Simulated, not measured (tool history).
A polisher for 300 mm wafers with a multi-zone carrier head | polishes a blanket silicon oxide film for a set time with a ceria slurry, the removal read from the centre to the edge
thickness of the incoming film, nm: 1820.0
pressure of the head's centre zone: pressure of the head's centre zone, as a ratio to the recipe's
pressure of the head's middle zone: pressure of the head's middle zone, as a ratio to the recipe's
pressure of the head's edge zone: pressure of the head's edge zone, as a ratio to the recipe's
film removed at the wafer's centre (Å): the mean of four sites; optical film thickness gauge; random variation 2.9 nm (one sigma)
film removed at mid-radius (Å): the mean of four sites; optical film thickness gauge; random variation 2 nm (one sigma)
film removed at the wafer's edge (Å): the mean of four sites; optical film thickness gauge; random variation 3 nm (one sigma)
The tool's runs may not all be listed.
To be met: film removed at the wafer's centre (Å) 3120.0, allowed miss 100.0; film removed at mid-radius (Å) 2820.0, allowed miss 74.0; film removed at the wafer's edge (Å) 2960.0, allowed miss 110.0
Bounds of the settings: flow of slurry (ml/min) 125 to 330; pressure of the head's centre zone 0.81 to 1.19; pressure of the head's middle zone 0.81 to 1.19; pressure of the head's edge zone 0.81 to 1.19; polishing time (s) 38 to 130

run,day,flow of slurry (ml/min),pressure of the head's centre zone,pressure of the head's middle zone,pressure of the head's edge zone,polishing time (s),film removed at the wafer's centre (Å),film removed at mid-radius (Å),film removed at the wafer's edge (Å)
1,0.000,210,1.00,1.00,1.00,84,3194.3,3473.7,3467.4
2,0.375,200,1.01,0.97,0.96,83,3170.8,3318.8,3301.7
3,0.533,200,1.01,0.97,0.96,98,3738.1,3947.0,3935.4
4,0.850,200,1.01,1.03,0.96,98,3720.9,4138.5,3946.8
5,1.204,190,1.02,0.98,0.94,94,3557.7,3751.4,3709.0
6,1.496,185,1.03,0.95,0.92,91,3435.4,3593.5,3640.1
7,1.779,205,1.05,0.93,0.91,86,3370.3,3377.7,3361.9
8,1.804,205,1.06,0.91,0.90,84,3301.1,3189.5,3275.3
# day 1.975: centre zone pressure recalibrated
9,1.975,210,1.07,0.90,0.89,82,3507.4,3144.6,3223.9

5 next moves are on the table. One of them brings every result within its allowed miss. Which?
A,2.146,180,1.05,0.89,0.92,76,?,?,?
B,2.146,210,1.05,0.92,0.87,71,?,?,?
C,2.146,255,1.06,0.99,0.84,71,?,?,?
D,2.146,155,0.84,0.83,0.88,87,?,?,?
E,2.146,235,1.13,0.81,0.88,83,?,?,?

move,film removed at the wafer's centre (Å),film removed at mid-radius (Å),film removed at the wafer's edge (Å)
A,3107.5,2787.8,2961.9
B,2969.2,2731.4,2736.2
C,3069.5,2969.4,2735.9
D,2871.0,2951.5,3272.8
E,3751.3,2912.2,3251.9
A: meets every target
B: takes the result that was furthest off past its target
C: nearer than the last run, and not there yet
D: nearer than the last run, and not there yet
E: further off than the last run
The right move is A.
